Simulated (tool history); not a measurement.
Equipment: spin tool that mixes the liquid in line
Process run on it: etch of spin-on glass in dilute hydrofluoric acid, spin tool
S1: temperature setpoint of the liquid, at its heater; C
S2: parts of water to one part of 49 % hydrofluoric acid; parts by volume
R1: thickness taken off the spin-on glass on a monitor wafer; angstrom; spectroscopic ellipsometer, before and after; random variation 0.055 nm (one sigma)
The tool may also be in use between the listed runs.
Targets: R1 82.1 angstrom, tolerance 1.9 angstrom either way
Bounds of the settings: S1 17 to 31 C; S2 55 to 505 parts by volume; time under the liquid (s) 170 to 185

run 1 hour=0 | S1=23 S2=280 time_under_the_liquid_(s)=170 | R1=139.43
run 2 hour=1.8 | S1=23 S2=280 time_under_the_liquid_(s)=185 | R1=150.76
run 3 hour=4 | S1=20.5 S2=280 time_under_the_liquid_(s)=185 | R1=136.91
run 4 hour=7.3 | S1=20.5 S2=340 time_under_the_liquid_(s)=185 | R1=106.93
run 5 hour=9.7 | S1=19.5 S2=350 time_under_the_liquid_(s)=185 | R1=100.82
run 6 hour=10.7 | S1=19 S2=360 time_under_the_liquid_(s)=185 | R1=94.992
run 7 hour=13.2 | S1=18.5 S2=365 time_under_the_liquid_(s)=185 | R1=90.294
run 8 hour=16.7 | S1=18 S2=370 time_under_the_liquid_(s)=185 | R1=86.895
run 9 hour=18.5 | S1=17.5 S2=370 time_under_the_liquid_(s)=185 | R1=86.871
run 10 hour=19.1 | S1=17.5 S2=370 time_under_the_liquid_(s)=185 | R1=86.334
run 11 hour=24.6 | S1=17.5 S2=375 time_under_the_liquid_(s)=185 | R1=83.84

5 next moves are on the table. One of them brings every result within its allowed miss. Which?
run A hour=30.1 | S1=20.5 S2=385 time_under_the_liquid_(s)=175 | R1=?
run B hour=30.1 | S1=17 S2=340 time_under_the_liquid_(s)=170 | R1=?
run C hour=30.1 | S1=17.5 S2=365 time_under_the_liquid_(s)=175 | R1=?
run D hour=30.1 | S1=17 S2=365 time_under_the_liquid_(s)=185 | R1=?
run E hour=30.1 | S1=21 S2=405 time_under_the_liquid_(s)=185 | R1=?

move=A R1=85.861
move=B R1=86.446
move=C R1=82.747
move=D R1=85.89
move=E R1=86.317
A: moves away from the targets compared with the last run
B: moves away from the targets compared with the last run
C: all results in spec
D: moves away from the targets compared with the last run
E: moves away from the targets compared with the last run
C meets every target.
